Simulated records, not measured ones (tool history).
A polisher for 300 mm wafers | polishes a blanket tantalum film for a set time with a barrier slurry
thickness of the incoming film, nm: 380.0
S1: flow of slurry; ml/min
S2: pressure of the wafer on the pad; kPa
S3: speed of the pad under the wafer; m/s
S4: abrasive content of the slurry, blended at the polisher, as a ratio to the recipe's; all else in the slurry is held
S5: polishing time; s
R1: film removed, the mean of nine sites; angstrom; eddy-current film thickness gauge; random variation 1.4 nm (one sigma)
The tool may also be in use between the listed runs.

run	hour	S1	S2	S3	S4	S5	R1
1	0	260	13.1	1	1	51	721.86
2	8.7	260	13.1	1	1	46	650.75
3	13.4	260	9.7	1	1	46	557.52
4	15.5	320	9.7	1	1	46	573.84
5	16.2	320	12.4	1	1	46	655.02
6	25	320	12.4	1	1	51	712.03
7	25.8	320	13.8	1.02	1	51	773.57

Run 8 comes next. What will it give?
8	32.5	320	14.5	1.02	1	51	?

Run 8 gave R1 794.14 angstrom.
